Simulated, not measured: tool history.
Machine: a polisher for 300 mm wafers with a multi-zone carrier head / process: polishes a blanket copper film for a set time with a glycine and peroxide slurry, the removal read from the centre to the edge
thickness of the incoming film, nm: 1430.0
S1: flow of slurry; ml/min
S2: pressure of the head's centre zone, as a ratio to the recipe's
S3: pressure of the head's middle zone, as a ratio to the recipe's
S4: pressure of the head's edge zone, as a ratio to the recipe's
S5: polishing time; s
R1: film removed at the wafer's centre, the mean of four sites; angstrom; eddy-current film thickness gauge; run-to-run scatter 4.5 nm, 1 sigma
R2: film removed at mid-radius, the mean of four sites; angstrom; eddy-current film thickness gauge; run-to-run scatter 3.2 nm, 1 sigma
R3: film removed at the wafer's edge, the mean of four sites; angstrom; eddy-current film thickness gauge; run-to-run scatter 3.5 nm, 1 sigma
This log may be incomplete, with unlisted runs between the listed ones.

run	day	S1	S2	S3	S4	S5	R1	R2	R3
1	0.000	250	1.00	1.00	1.00	74	4159.9	4155.4	4086.8
2	0.092	250	0.99	1.00	0.98	70	3863.1	3929.7	3920.2
3	0.154	250	0.99	0.94	0.98	70	3874.1	3767.4	3928.4
4	0.504	250	0.99	0.97	0.96	66	3607.7	3635.6	3610.8
5	0.717	250	0.99	0.91	0.96	66	3738.0	3525.1	3606.9
6	0.812	300	0.99	0.91	0.96	66	3634.2	3524.4	3736.8
7	0.958	290	0.98	0.92	0.93	64	3660.5	3446.7	3476.3

Forecast run 8:
8	1.079	290	0.95	0.94	0.92	63	?	?	?

{"run 8": {"R1": 3402.3, "R2": 3496.3, "R3": 3449.1}}
